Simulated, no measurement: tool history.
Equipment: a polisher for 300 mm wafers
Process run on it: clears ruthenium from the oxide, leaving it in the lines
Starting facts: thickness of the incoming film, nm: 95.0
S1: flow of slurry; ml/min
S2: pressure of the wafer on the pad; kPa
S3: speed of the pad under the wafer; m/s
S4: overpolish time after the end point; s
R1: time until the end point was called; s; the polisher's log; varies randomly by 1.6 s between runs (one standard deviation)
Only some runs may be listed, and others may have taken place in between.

run 1 hour=0.0 | S1=315 S2=9.7 S3=0.94 S4=7 | R1=119.910
run 2 hour=7.2 | S1=385 S2=9.7 S3=0.94 S4=7 | R1=120.300
run 3 hour=8.1 | S1=385 S2=9.7 S3=1.14 S4=7 | R1=99.344
run 4 hour=16.7 | S1=385 S2=9.7 S3=1.14 S4=7 | R1=98.952
run 5 hour=20.8 | S1=385 S2=8.3 S3=1.14 S4=7 | R1=109.990
run 6 hour=24.5 | S1=425 S2=8.3 S3=1.14 S4=7 | R1=109.890
run 7 hour=27.1 | S1=425 S2=6.9 S3=1.12 S4=7 | R1=127.590
run 8 hour=32.2 | S1=425 S2=6.2 S3=1.12 S4=7 | R1=138.750

Run 9 is up next; what results do you expect?
run 9 hour=39.2 | S1=425 S2=5.5 S3=1.12 S4=7 | R1=?

Run 9 gave R1 149.470 s.
